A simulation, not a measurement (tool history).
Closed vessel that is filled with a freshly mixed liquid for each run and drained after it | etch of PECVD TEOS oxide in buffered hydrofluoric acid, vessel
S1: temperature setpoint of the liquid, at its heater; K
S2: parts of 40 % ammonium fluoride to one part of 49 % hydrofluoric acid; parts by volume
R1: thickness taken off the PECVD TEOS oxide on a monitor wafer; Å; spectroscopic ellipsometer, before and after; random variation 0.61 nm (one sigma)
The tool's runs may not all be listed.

run 1 day=0 | S1=297.15 S2=20.5 time_in_the_liquid_(s)=30 | R1=383.38
run 2 day=0.046 | S1=297.15 S2=20.5 time_in_the_liquid_(s)=30 | R1=392.17
run 3 day=0.262 | S1=293.65 S2=20.5 time_in_the_liquid_(s)=30 | R1=321.71
run 4 day=0.525 | S1=293.65 S2=17.5 time_in_the_liquid_(s)=30 | R1=373.97
run 5 day=0.883 | S1=294.65 S2=17.5 time_in_the_liquid_(s)=30 | R1=398.07
run 6 day=1.062 | S1=294.65 S2=12 time_in_the_liquid_(s)=30 | R1=574.98

Forecast run 7:
run 7 day=1.396 | S1=295.15 S2=12 time_in_the_liquid_(s)=30 | R1=?

R1: 587.51 Å
